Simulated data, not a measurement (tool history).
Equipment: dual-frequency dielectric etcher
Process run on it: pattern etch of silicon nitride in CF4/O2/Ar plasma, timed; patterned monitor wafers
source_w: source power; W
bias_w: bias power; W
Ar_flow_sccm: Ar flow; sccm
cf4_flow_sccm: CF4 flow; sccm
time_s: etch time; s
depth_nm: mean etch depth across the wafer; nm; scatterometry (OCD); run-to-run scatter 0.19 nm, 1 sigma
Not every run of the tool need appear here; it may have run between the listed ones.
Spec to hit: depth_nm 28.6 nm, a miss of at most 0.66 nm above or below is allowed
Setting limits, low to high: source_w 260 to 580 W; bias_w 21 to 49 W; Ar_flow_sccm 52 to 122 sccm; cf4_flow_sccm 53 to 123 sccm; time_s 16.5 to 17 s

Run 1, hour 0: source_w 420 W, bias_w 35 W, Ar_flow_sccm 87 sccm, cf4_flow_sccm 88 sccm, time_s 16.5 s. Result: depth_nm 24.07 nm.
Run 2, hour 2.3: source_w 450 W, bias_w 35 W, Ar_flow_sccm 87 sccm, cf4_flow_sccm 88 sccm, time_s 16.5 s. Result: depth_nm 25.478 nm.
Run 3, hour 6.4: source_w 450 W, bias_w 35 W, Ar_flow_sccm 87 sccm, cf4_flow_sccm 88 sccm, time_s 16.5 s. Result: depth_nm 25.391 nm.
Run 4, hour 13.2: source_w 420 W, bias_w 35 W, Ar_flow_sccm 87 sccm, cf4_flow_sccm 88 sccm, time_s 16.5 s. Result: depth_nm 23.835 nm.
Run 5, hour 20.2: source_w 420 W, bias_w 35 W, Ar_flow_sccm 87 sccm, cf4_flow_sccm 88 sccm, time_s 16.5 s. Result: depth_nm 23.727 nm.
Run 6, hour 26.9: source_w 420 W, bias_w 35 W, Ar_flow_sccm 87 sccm, cf4_flow_sccm 95 sccm, time_s 16.5 s. Result: depth_nm 24.025 nm.
Run 7, hour 33.5: source_w 450 W, bias_w 35 W, Ar_flow_sccm 87 sccm, cf4_flow_sccm 95 sccm, time_s 16.5 s. Result: depth_nm 25.946 nm.
Run 8, hour 41.7: source_w 450 W, bias_w 35 W, Ar_flow_sccm 87 sccm, cf4_flow_sccm 95 sccm, time_s 16.5 s. Result: depth_nm 25.648 nm.
Run 9, hour 45.7: source_w 470 W, bias_w 35 W, Ar_flow_sccm 87 sccm, cf4_flow_sccm 95 sccm, time_s 16.5 s. Result: depth_nm 27.254 nm.
Run 10, hour 52.6: source_w 480 W, bias_w 35 W, Ar_flow_sccm 87 sccm, cf4_flow_sccm 95 sccm, time_s 16.5 s. Result: depth_nm 27.609 nm.

4 next moves are on the table. One of them brings every result within its allowed miss. Which?
Run A, hour 59.5: source_w 440 W, bias_w 35 W, Ar_flow_sccm 87 sccm, cf4_flow_sccm 101 sccm, time_s 17 s. Result: depth_nm ?.
Run B, hour 59.5: source_w 490 W, bias_w 33 W, Ar_flow_sccm 85 sccm, cf4_flow_sccm 90 sccm, time_s 16.5 s. Result: depth_nm ?.
Run C, hour 59.5: source_w 490 W, bias_w 35 W, Ar_flow_sccm 122 sccm, cf4_flow_sccm 79 sccm, time_s 17 s. Result: depth_nm ?.
Run D, hour 59.5: source_w 490 W, bias_w 35 W, Ar_flow_sccm 97 sccm, cf4_flow_sccm 116 sccm, time_s 16.5 s. Result: depth_nm ?.

move  depth_nm
   A    26.455
   B    27.501
   C    26.913
   D    28.922
A: further off than the last run
B: further off than the last run
C: further off than the last run
D: all results land within tolerance of their targets
Correct choice: D, which meets every target
